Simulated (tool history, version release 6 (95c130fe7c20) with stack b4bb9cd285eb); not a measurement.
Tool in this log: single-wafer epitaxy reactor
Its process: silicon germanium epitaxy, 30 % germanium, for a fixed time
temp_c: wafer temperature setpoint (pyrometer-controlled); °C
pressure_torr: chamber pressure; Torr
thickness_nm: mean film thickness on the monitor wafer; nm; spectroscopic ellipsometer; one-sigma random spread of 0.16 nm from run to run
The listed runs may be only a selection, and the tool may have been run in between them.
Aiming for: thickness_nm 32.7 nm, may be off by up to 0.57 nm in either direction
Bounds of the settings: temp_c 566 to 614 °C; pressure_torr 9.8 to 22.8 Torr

run	day	temp_c	pressure_torr	thickness_nm
1	0	590	16.3	43.751
2	0.125	586	16.3	40.764
3	0.367	586	18.4	42.288
4	0.629	583	18.4	40.394
5	0.742	583	15.8	38.474
6	1.046	588	15.8	41.966
7	1.183	576	15.6	34.243
8	1.304	575	15.6	33.334

Which one of the following 5 next-run settings gets every result inside its allowed miss? There is exactly one.
A	1.425	575	17	?
B	1.425	578	11.7	?
C	1.425	576	16.2	?
D	1.425	573	18.6	?
E	1.425	575	15.7	?

move	thickness_nm
A	34.197
B	32.719
C	34.333
D	33.881
E	33.477
A: moves away from the targets compared with the last run
B: meets every target
C: moves away from the targets compared with the last run
D: moves away from the targets compared with the last run
E: moves away from the targets compared with the last run
Answer: B
